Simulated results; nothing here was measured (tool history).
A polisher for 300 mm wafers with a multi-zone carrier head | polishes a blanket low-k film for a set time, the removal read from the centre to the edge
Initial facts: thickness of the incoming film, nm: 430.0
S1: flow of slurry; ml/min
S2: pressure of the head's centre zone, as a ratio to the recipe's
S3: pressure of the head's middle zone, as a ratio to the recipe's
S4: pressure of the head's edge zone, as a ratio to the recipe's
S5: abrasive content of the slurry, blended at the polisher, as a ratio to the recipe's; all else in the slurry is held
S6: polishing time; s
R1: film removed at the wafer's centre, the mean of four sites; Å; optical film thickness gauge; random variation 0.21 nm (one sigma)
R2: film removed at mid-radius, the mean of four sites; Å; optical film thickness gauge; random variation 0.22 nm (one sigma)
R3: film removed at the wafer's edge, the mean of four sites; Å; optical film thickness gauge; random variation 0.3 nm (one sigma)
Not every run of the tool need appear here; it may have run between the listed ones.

run 1 hour=0.0 | S1=270 S2=1.00 S3=1.00 S4=1.00 S5=1.00 S6=57 | R1=249.75 R2=250.01 R3=251.59
run 2 hour=8.9 | S1=270 S2=1.00 S3=1.08 S4=1.00 S5=1.00 S6=57 | R1=254.42 R2=267.29 R3=254.99
run 3 hour=11.2 | S1=270 S2=1.00 S3=1.08 S4=1.00 S5=1.15 S6=57 | R1=263.73 R2=283.37 R3=270.72
run 4 hour=12.8 | S1=270 S2=1.00 S3=1.08 S4=1.00 S5=1.00 S6=57 | R1=252.37 R2=267.76 R3=252.50
run 5 hour=15.3 | S1=270 S2=1.00 S3=1.08 S4=1.08 S5=1.00 S6=57 | R1=248.75 R2=267.71 R3=263.16
run 6 hour=24.1 | S1=265 S2=1.00 S3=1.06 S4=1.08 S5=1.00 S6=57 | R1=248.59 R2=260.46 R3=264.49
run 7 hour=27.6 | S1=260 S2=1.00 S3=1.04 S4=1.08 S5=1.00 S6=57 | R1=247.68 R2=263.13 R3=266.55
run 8 hour=30.2 | S1=265 S2=1.00 S3=1.02 S4=1.07 S5=1.00 S6=57 | R1=248.03 R2=249.23 R3=257.06
run 9 hour=38.9 | S1=265 S2=1.00 S3=1.01 S4=1.07 S5=1.00 S6=57 | R1=245.79 R2=254.47 R3=260.55

For run 10, what comes out?
run 10 hour=45.4 | S1=265 S2=1.00 S3=1.01 S4=1.07 S5=1.00 S6=57 | R1=? R2=? R3=?

Run 10 yielded R1 247.07 Å, R2 256.01 Å, R3 255.87 Å.

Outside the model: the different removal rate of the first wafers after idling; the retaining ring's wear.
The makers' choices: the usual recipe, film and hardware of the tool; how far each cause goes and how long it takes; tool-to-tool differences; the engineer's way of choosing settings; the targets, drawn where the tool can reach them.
